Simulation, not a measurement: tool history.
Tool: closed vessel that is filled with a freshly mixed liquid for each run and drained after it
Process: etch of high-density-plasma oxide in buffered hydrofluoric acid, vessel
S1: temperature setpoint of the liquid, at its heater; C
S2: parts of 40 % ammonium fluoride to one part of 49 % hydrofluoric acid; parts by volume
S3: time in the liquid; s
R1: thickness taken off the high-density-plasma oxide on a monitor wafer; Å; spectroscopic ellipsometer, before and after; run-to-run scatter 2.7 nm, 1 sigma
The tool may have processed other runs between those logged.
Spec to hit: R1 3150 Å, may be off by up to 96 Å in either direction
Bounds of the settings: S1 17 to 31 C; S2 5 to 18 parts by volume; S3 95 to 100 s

run  hour    S1  S2   S3      R1
  1     0    23  11   95  2049.9
  2   3.3    24  11   95  2176.6
  3     7    24  11   95  2181.4
  4  13.1    24  11  100  2316.5
  5  21.2    24  10  100  2533.6
  6  26.7    24  10   95  2344.4
  7  28.2    25  10   95  2502.5
  8  29.7  25.5  10   95  2558.7
  9  33.2    26  10   95  2618.9
 10  39.9  26.5  10   95  2682.9
     43.2  -- thermometer replaced
 11  43.2    27  10   95  2615.1

Pick the move, out of 5, that brings all results within their allowed miss; only one does.
  A  46.5  27.5   10  100   ?
  B  46.5  26.5  7.5  100   ?
  C  46.5  27.5    8  100   ?
  D  46.5    30  9.5   95   ?
  E  46.5  27.5  9.5  100   ?

move      R1
   A  2820.9
   B  3480.8
   C  3424.4
   D  3158.7
   E  2913.4
A: better than the last run, though not everything is in spec
B: takes the result that was furthest off past its target
C: takes the result that was furthest off past its target
D: every result lands within tolerance
E: better than the last run, though not everything is in spec
D meets every target.

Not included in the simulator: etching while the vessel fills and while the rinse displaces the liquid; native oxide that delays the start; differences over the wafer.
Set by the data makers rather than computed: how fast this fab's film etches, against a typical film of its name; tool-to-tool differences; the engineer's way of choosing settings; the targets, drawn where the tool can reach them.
